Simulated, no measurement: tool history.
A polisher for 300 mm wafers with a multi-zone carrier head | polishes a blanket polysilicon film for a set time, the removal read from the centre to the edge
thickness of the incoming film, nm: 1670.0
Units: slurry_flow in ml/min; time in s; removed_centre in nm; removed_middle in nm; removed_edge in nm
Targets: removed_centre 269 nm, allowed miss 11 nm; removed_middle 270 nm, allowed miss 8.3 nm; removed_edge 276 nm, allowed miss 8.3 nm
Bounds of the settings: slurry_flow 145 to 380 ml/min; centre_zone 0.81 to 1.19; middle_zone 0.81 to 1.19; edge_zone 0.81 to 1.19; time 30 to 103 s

run,day,slurry_flow,centre_zone,middle_zone,edge_zone,time,removed_centre,removed_middle,removed_edge
1,0,245,1,1,1,66,478.33,485.76,508.18
2,0.283,245,1,1,1.04,66,488.86,488.7,516.77
3,0.312,245,1,1,0.98,66,485.64,482.09,496.47
4,0.529,245,1,1,0.98,81,619.21,603.7,609.15
5,0.708,240,1,1,0.96,74,549.8,544.63,556.43
6,0.996,240,1,1,0.96,80,590.55,582.64,586.45
7,1.129,230,1.01,1,0.94,73,547.2,533.88,538.71
8,1.5,220,1.01,0.99,0.92,67,492.25,489.99,486.6
9,1.546,220,1.01,0.99,0.92,67,498.92,488.71,483.56
10,1.642,215,1,0.97,0.91,62,439.87,438.07,450.49
# day 1.875: edge zone pressure recalibrated
11,1.875,210,1,0.97,0.9,58,423.96,411.04,399.59
12,2.175,210,0.98,0.95,0.9,56,389.29,384.86,389.69

5 next moves are on the table. One of them brings every result within its allowed miss. Which?
A,2.475,190,1.09,1.08,0.81,39,?,?,?
B,2.475,225,0.89,0.87,0.82,41,?,?,?
C,2.475,225,0.93,1.01,0.92,39,?,?,?
D,2.475,180,0.93,1,0.88,41,?,?,?
E,2.475,200,0.91,0.83,1.02,41,?,?,?

move,removed_centre,removed_middle,removed_edge
A,303.6,292.89,248.51
B,267.43,263.8,268.52
C,266.18,284.15,268.52
D,268.99,285.94,269.49
E,268.13,249.28,293.35
A: nearer than the last run, and not there yet
B: meets every target
C: nearer than the last run, and not there yet
D: nearer than the last run, and not there yet
E: takes the result that was furthest off past its target
The right move is B.
